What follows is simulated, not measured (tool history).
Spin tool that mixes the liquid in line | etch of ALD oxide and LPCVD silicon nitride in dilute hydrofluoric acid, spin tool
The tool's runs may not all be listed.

run	hour	temperature setpoint of the liquid (K)	parts of water to one part of 49 % hydrofluoric acid (parts by volume)	time under the liquid (s)	thickness taken off the ALD oxide on a monitor wafer (angstrom)	thickness taken off the LPCVD silicon nitride on a monitor wafer (angstrom)
1	0.0	295.15	140	155	125.66	5.1297
2	0.7	292.15	140	155	110.17	4.3417
3	8.4	290.15	140	155	103.05	3.9750
4	12.5	291.65	140	155	108.98	3.7932
5	16.3	293.65	135	155	122.19	5.6267
6	22.1	294.65	130	160	138.62	5.9900

Run 7, settings as shown, results not yet in. Your forecast:
7	29.1	295.65	130	160	?	?

{"run 7": {"thickness taken off the ALD oxide on a monitor wafer (angstrom)": 143.42, "thickness taken off the LPCVD silicon nitride on a monitor wafer (angstrom)": 6.5711}}
